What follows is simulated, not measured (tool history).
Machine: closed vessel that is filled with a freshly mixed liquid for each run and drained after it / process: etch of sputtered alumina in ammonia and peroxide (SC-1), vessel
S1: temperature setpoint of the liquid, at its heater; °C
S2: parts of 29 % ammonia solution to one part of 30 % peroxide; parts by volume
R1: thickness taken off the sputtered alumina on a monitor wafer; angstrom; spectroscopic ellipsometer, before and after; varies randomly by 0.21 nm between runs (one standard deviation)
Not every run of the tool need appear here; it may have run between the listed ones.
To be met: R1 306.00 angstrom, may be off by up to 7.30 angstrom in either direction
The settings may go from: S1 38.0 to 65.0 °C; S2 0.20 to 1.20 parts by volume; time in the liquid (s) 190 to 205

run 1 hour=0.0 | S1=49.0 S2=0.75 time_in_the_liquid_(s)=190 | R1=184.84
run 2 hour=8.0 | S1=49.0 S2=0.75 time_in_the_liquid_(s)=190 | R1=183.79
run 3 hour=12.4 | S1=52.0 S2=0.75 time_in_the_liquid_(s)=190 | R1=216.24
run 4 hour=17.1 | S1=54.0 S2=0.75 time_in_the_liquid_(s)=190 | R1=241.99
run 5 hour=24.4 | S1=54.0 S2=0.85 time_in_the_liquid_(s)=190 | R1=244.04
run 6 hour=26.9 | S1=55.5 S2=0.85 time_in_the_liquid_(s)=190 | R1=266.13
run 7 hour=28.2 | S1=56.5 S2=0.85 time_in_the_liquid_(s)=190 | R1=282.53
run 8 hour=30.4 | S1=57.0 S2=0.85 time_in_the_liquid_(s)=190 | R1=284.53
run 9 hour=33.3 | S1=57.5 S2=0.85 time_in_the_liquid_(s)=190 | R1=292.22

Next run, 5 choices. One meets every target within its allowed miss, the rest don't. Which?
run A hour=36.2 | S1=59.0 S2=0.90 time_in_the_liquid_(s)=190 | R1=?
run B hour=36.2 | S1=56.0 S2=0.65 time_in_the_liquid_(s)=190 | R1=?
run C hour=36.2 | S1=58.5 S2=0.80 time_in_the_liquid_(s)=200 | R1=?
run D hour=36.2 | S1=58.0 S2=1.05 time_in_the_liquid_(s)=190 | R1=?
run E hour=36.2 | S1=55.0 S2=1.05 time_in_the_liquid_(s)=195 | R1=?

move=A R1=319.65
move=B R1=265.06
move=C R1=324.26
move=D R1=307.96
move=E R1=269.99
A: moves the result that the last run missed by most past its target, out the other side
B: misses by more than the last run did
C: moves the result that the last run missed by most past its target, out the other side
D: in spec on every target
E: misses by more than the last run did
So the answer is move D, the one that meets all the targets.
